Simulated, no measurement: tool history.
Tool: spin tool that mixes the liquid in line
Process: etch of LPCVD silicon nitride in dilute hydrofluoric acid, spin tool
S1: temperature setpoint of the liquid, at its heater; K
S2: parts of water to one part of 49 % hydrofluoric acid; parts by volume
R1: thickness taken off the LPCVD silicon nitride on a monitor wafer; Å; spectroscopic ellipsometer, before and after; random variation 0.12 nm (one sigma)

run 1 day=0.000 | S1=299.15 S2=80 time_under_the_liquid_(s)=315 | R1=24.111
run 2 day=0.142 | S1=299.15 S2=90 time_under_the_liquid_(s)=315 | R1=21.282
run 3 day=0.246 | S1=299.15 S2=90 time_under_the_liquid_(s)=335 | R1=23.879
run 4 day=0.292 | S1=299.15 S2=75 time_under_the_liquid_(s)=335 | R1=26.996
run 5 day=0.425 | S1=299.15 S2=75 time_under_the_liquid_(s)=315 | R1=26.477
run 6 day=0.521 | S1=299.15 S2=75 time_under_the_liquid_(s)=315 | R1=26.670

Forecast run 7:
run 7 day=0.562 | S1=300.15 S2=70 time_under_the_liquid_(s)=315 | R1=?

R1: 30.562 Å
